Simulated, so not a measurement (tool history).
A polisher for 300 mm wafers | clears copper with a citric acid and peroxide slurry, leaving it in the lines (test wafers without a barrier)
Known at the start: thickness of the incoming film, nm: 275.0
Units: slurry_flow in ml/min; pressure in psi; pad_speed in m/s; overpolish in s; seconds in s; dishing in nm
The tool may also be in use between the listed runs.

run 1 hour=0 | slurry_flow=280 pressure=3.7 pad_speed=0.92 slurry_solids=1 overpolish=10 | seconds=101.98 dishing=19.654
run 2 hour=2.2 | slurry_flow=280 pressure=3.7 pad_speed=0.92 slurry_solids=1.1 overpolish=10 | seconds=101.02 dishing=19.918
run 3 hour=6.4 | slurry_flow=280 pressure=3.6 pad_speed=0.92 slurry_solids=1.1 overpolish=9 | seconds=105.36 dishing=16.899
run 4 hour=10.3 | slurry_flow=280 pressure=3.5 pad_speed=0.92 slurry_solids=1.1 overpolish=8 | seconds=106.28 dishing=14.728
run 5 hour=19 | slurry_flow=315 pressure=3.5 pad_speed=0.92 slurry_solids=1.1 overpolish=8 | seconds=105.54 dishing=15.535
run 6 hour=27.7 | slurry_flow=310 pressure=3.4 pad_speed=0.92 slurry_solids=1.1 overpolish=8 | seconds=108.61 dishing=15.208
run 7 hour=31.7 | slurry_flow=305 pressure=3.3 pad_speed=0.92 slurry_solids=1.1 overpolish=8 | seconds=112.51 dishing=14.986

Run 8 comes next. What will it give?
run 8 hour=35.5 | slurry_flow=305 pressure=3.3 pad_speed=0.92 slurry_solids=1.1 overpolish=7 | seconds=? dishing=?

{"run 8": {"seconds": 107.81, "dishing": 12.45}}
